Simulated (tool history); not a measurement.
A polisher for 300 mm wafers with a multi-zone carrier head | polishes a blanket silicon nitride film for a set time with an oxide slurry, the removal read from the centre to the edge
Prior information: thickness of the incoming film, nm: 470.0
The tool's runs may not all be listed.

run  hour  flow of slurry (ml/min)  pressure of the head's centre zone  pressure of the head's middle zone  pressure of the head's edge zone  abrasive content of the slurry  polishing time (s)  film removed at the wafer's centre (angstrom)  film removed at mid-radius (angstrom)  film removed at the wafer's edge (angstrom)
  1   0.0                      200                                1.00                                1.00                              1.00                            1.00                  48                                         411.42                                 403.95                                       395.38
  2   8.8                      205                                1.01                                0.98                              1.05                            1.15                  49                                         466.33                                 442.07                                       446.87
  3  10.2                      205                                0.96                                0.98                              1.05                            1.15                  49                                         445.92                                 447.11                                       450.49
  4  18.9                      210                                0.97                                0.96                              1.09                            1.25                  49                                         480.49                                 452.35                                       483.61
  5  26.7                      220                                0.98                                0.96                              1.12                            1.35                  49                                         499.85                                 478.24                                       516.71
  6  27.4                      265                                0.98                                0.96                              1.12                            1.35                  49                                         516.03                                 483.07                                       524.30
  7  36.2                      265                                1.00                                0.96                              1.13                            1.40                  49                                         543.07                                 497.18                                       535.25
  8  41.7                      265                                1.00                                0.95                              1.14                            1.45                  49                                         546.50                                 492.53                                       547.96

For run 9, what comes out?
  9  45.1                      265                                1.01                                0.95                              1.15                            1.45                  49                                              ?                                      ?                                            ?

film removed at the wafer's centre (angstrom): 543.47
film removed at mid-radius (angstrom): 498.71
film removed at the wafer's edge (angstrom): 546.32
